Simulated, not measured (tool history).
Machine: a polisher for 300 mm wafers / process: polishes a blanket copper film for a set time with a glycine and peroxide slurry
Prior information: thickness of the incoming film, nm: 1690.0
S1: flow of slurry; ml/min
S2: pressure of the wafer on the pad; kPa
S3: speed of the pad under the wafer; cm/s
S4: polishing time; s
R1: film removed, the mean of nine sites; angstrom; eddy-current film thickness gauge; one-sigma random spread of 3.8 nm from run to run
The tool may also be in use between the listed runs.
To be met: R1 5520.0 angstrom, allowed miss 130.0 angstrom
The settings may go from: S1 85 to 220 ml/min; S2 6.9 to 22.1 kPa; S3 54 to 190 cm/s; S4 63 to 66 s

run,hour,S1,S2,S3,S4,R1
1,0.0,140,14.5,122,63,3512.8
2,6.3,145,15.2,122,63,3721.5
3,11.8,145,15.2,110,63,3495.5
4,18.4,150,15.9,110,63,3638.5
5,22.4,150,13.8,110,63,3223.3
6,30.8,170,13.8,110,63,3298.4
7,33.7,175,14.5,110,63,3369.1
8,40.5,185,18.6,132,63,4759.9
9,41.1,185,19.3,132,63,4844.8

4 next moves are on the table. One of them brings every result within its allowed miss. Which?
A,41.7,200,21.4,144,65,?
B,41.7,175,21.4,146,65,?
C,41.7,165,21.4,134,65,?
D,41.7,190,21.4,146,65,?

move,R1
A,5967.7
B,5934.3
C,5565.0
D,5989.8
A: carries the result that was furthest off beyond its target, to the other side
B: carries the result that was furthest off beyond its target, to the other side
C: all results in spec
D: carries the result that was furthest off beyond its target, to the other side
C meets every target.
